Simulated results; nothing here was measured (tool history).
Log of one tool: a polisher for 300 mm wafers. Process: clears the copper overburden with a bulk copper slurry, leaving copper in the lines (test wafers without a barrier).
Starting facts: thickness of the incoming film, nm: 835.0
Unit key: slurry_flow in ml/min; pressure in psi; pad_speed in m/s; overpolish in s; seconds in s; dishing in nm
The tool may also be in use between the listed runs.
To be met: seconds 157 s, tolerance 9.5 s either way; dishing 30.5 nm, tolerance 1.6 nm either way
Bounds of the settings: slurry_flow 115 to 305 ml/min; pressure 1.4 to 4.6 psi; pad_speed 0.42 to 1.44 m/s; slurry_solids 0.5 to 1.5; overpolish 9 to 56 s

| run | hour | slurry_flow | pressure | pad_speed | slurry_solids | overpolish | seconds | dishing |
|---|---|---|---|---|---|---|---|---|
| 1 | 0 | 195 | 3 | 0.92 | 1 | 29 | 84.892 | 75.02 |
| 2 | 2 | 195 | 3 | 0.82 | 1 | 29 | 92.627 | 71.883 |
| 3 | 8.1 | 235 | 3 | 0.82 | 1 | 29 | 92.056 | 73.291 |
| 4 | 9.7 | 210 | 2.6 | 0.78 | 1.1 | 24 | 110.25 | 62.217 |
| 5 | 17.9 | 190 | 2.3 | 0.76 | 1.2 | 21 | 125.35 | 56.188 |
| 6 | 21.9 | 175 | 2.1 | 0.76 | 1.25 | 18 | 134.48 | 48.304 |
| 7 | 29.3 | 160 | 1.9 | 0.78 | 1.3 | 16 | 150.34 | 42.001 |
| 8 | 34.7 | 150 | 1.8 | 0.82 | 1.35 | 14 | 145.58 | 37.979 |
| 9 | 39.3 | 145 | 1.7 | 0.84 | 1.35 | 13 | 157.83 | 35.702 |
| 10 | 44.2 | 140 | 1.7 | 0.86 | 1.35 | 12 | 153.32 | 33.282 |
| 11 | 50.2 | 115 | 1.5 | 0.92 | 1.35 | 9 | 167.82 | 25.189 |
| 12 | 52.1 | 125 | 1.5 | 0.92 | 1.35 | 9 | 164.85 | 25.851 |
| 13 | 57.4 | 135 | 1.5 | 0.92 | 1.35 | 9 | 167.42 | 26.669 |
| 14 | 60.9 | 145 | 1.5 | 0.92 | 1.35 | 9 | 162.79 | 26.12 |
| 15 | 62.2 | 145 | 1.5 | 0.9 | 1.35 | 9 | 163.8 | 26.192 |
| 16 | 63.9 | 145 | 1.6 | 0.88 | 1.35 | 9 | 158.58 | 26.853 |
| 17 | 71.8 | 145 | 1.8 | 0.82 | 1.35 | 23 | 151.27 | 51.012 |
| 18 | 78.6 | 140 | 1.7 | 0.88 | 1.3 | 23 | 158.61 | 50.624 |
| 19 | 87 | 195 | 1.4 | 0.62 | 1.5 | 9 | 235.97 | 19.272 |
| 20 | 90.8 | 190 | 1.6 | 0.62 | 1.5 | 9 | 210.99 | 20.791 |
| 21 | 91.9 | 180 | 1.7 | 0.62 | 1.5 | 9 | 193.73 | 22.583 |
| 22 | 96.5 | 170 | 1.8 | 0.62 | 1.5 | 9 | 189.64 | 23.982 |
| 23 | 98.9 | 170 | 1.8 | 0.62 | 1.5 | 9 | 191.33 | 23.709 |
| 24 | 107.2 | 165 | 1.9 | 0.62 | 1.5 | 9 | 182.08 | 23.907 |
| 25 | 108.3 | 165 | 2 | 0.62 | 1.45 | 9 | 174.33 | 24.936 |

Below are 5 possible settings for the next run. Only one of them brings all results inside the allowed miss of their targets. Which is it?
| A | 109.4 | 120 | 2.1 | 0.7 | 1.45 | 10 | ? | ? |
| B | 109.4 | 145 | 2.1 | 0.8 | 1.3 | 10 | ? | ? |
| C | 109.4 | 190 | 2.1 | 0.76 | 1.45 | 11 | ? | ? |
| D | 109.4 | 220 | 2.3 | 0.56 | 1.5 | 12 | ? | ? |
| E | 109.4 | 185 | 2.1 | 0.76 | 1.4 | 11 | ? | ? |

| move | seconds | dishing |
|---|---|---|
| A | 154.84 | 30.709 |
| B | 134.75 | 34.021 |
| C | 133.37 | 36.66 |
| D | 157.47 | 34.983 |
| E | 134.61 | 36.425 |
A: each result inside its tolerance
B: pushes the last run's worst result past its target
C: pushes the last run's worst result past its target
D: pushes the last run's worst result past its target
E: pushes the last run's worst result past its target
Correct choice: A, which meets every target
